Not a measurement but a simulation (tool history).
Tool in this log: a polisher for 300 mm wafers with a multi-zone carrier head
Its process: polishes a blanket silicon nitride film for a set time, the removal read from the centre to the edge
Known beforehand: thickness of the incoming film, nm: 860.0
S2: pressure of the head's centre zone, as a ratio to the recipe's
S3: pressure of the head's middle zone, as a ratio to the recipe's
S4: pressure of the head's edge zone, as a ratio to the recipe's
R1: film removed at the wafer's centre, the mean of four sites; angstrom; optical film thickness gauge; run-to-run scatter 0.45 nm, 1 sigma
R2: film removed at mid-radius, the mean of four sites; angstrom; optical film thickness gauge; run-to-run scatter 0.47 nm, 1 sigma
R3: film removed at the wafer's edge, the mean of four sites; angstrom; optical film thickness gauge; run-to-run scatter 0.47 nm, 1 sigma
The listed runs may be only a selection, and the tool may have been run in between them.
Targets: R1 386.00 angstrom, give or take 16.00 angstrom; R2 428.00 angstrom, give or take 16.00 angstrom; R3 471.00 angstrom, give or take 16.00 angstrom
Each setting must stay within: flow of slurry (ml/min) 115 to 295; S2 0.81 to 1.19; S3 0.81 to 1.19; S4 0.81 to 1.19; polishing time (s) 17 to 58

Run 1, hour 0.0: flow of slurry (ml/min) 190, S2 1.00, S3 1.00, S4 1.00, polishing time (s) 37. Result: R1 827.02 angstrom, R2 847.99 angstrom, R3 816.64 angstrom.
Run 2, hour 7.6: flow of slurry (ml/min) 230, S2 1.00, S3 1.00, S4 1.00, polishing time (s) 37. Result: R1 859.43 angstrom, R2 876.21 angstrom, R3 845.98 angstrom.
Run 3, hour 13.9: flow of slurry (ml/min) 230, S2 1.00, S3 1.00, S4 1.00, polishing time (s) 41. Result: R1 946.28 angstrom, R2 959.53 angstrom, R3 931.75 angstrom.
Run 4, hour 16.3: flow of slurry (ml/min) 205, S2 0.94, S3 0.95, S4 1.00, polishing time (s) 34. Result: R1 737.72 angstrom, R2 744.11 angstrom, R3 758.94 angstrom.
Run 5, hour 25.3: flow of slurry (ml/min) 180, S2 0.90, S3 0.94, S4 1.03, polishing time (s) 29. Result: R1 580.13 angstrom, R2 611.91 angstrom, R3 648.95 angstrom.
Run 6, hour 34.1: flow of slurry (ml/min) 180, S2 0.96, S3 0.94, S4 1.03, polishing time (s) 29. Result: R1 615.28 angstrom, R2 608.11 angstrom, R3 656.22 angstrom.
Run 7, hour 35.9: flow of slurry (ml/min) 170, S2 0.92, S3 0.93, S4 1.03, polishing time (s) 26. Result: R1 526.36 angstrom, R2 556.06 angstrom, R3 576.44 angstrom.
Run 8, hour 40.2: flow of slurry (ml/min) 160, S2 0.89, S3 0.91, S4 1.03, polishing time (s) 25. Result: R1 481.75 angstrom, R2 514.37 angstrom, R3 537.67 angstrom.

Exercise: of the 4 proposed moves below, exactly one satisfies all targets within the stated allowed misses. Which move is it?
Run A, hour 44.5: flow of slurry (ml/min) 165, S2 0.85, S3 0.91, S4 1.08, polishing time (s) 21. Result: R1 ?, R2 ?, R3 ?.
Run B, hour 44.5: flow of slurry (ml/min) 145, S2 0.91, S3 0.88, S4 1.01, polishing time (s) 20. Result: R1 ?, R2 ?, R3 ?.
Run C, hour 44.5: flow of slurry (ml/min) 135, S2 0.81, S3 0.88, S4 1.09, polishing time (s) 20. Result: R1 ?, R2 ?, R3 ?.
Run D, hour 44.5: flow of slurry (ml/min) 140, S2 0.85, S3 0.90, S4 0.98, polishing time (s) 20. Result: R1 ?, R2 ?, R3 ?.

move      R1      R2      R3
   A  384.85  427.62  470.80
   B  380.52  385.26  428.19
   C  331.81  378.87  436.07
   D  351.96  389.41  420.64
A: hits every target within its allowed miss
B: brings the last run's worst result on target, with another outside its allowed miss
C: takes the biggest miss from the last run beyond its target
D: takes the biggest miss from the last run beyond its target
Move A is the one to make.

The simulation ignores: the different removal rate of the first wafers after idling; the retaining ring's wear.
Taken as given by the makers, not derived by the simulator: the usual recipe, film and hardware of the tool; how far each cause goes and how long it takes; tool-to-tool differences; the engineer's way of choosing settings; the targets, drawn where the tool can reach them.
